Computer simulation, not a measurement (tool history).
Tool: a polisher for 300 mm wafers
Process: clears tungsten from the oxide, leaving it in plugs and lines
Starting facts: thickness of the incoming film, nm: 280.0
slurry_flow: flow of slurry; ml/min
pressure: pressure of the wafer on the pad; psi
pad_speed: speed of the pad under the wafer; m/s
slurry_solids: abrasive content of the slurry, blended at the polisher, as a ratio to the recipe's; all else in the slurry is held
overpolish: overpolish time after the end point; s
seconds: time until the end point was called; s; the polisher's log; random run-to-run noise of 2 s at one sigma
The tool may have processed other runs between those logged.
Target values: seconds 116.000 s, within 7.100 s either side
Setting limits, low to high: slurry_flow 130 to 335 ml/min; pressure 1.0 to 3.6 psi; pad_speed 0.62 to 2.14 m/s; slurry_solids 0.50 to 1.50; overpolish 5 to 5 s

| run | day | slurry_flow | pressure | pad_speed | slurry_solids | overpolish | seconds |
|---|---|---|---|---|---|---|---|
| 1 | 0.000 | 215 | 2.3 | 1.38 | 1.00 | 5 | 69.975 |
| 2 | 0.350 | 215 | 2.3 | 1.38 | 1.00 | 5 | 69.949 |
| 3 | 0.408 | 215 | 2.3 | 1.38 | 0.85 | 5 | 72.623 |
| 4 | 0.750 | 215 | 2.0 | 1.36 | 0.85 | 5 | 80.720 |
| 5 | 0.875 | 215 | 1.8 | 1.34 | 0.85 | 5 | 84.457 |
| 6 | 1.100 | 215 | 1.8 | 1.34 | 0.65 | 5 | 86.761 |
| 7 | 1.275 | 215 | 1.6 | 1.30 | 0.65 | 5 | 97.791 |
| 8 | 1.604 | 215 | 1.5 | 1.28 | 0.65 | 5 | 104.280 |
| 9 | 1.767 | 215 | 1.4 | 1.28 | 0.65 | 5 | 107.080 |

Next run, 4 choices. One meets every target within its allowed miss, the rest don't. Which?
| A | 1.929 | 200 | 1.4 | 1.16 | 0.65 | 5 | ? |
| B | 1.929 | 235 | 1.6 | 1.26 | 0.65 | 5 | ? |
| C | 1.929 | 205 | 1.4 | 1.48 | 0.75 | 5 | ? |
| D | 1.929 | 200 | 1.4 | 1.38 | 0.65 | 5 | ? |

| move | seconds |
|---|---|
| A | 116.260 |
| B | 99.349 |
| C | 91.470 |
| D | 100.330 |
A: each result inside its tolerance
B: further off than the last run
C: further off than the last run
D: further off than the last run
The right move is A.
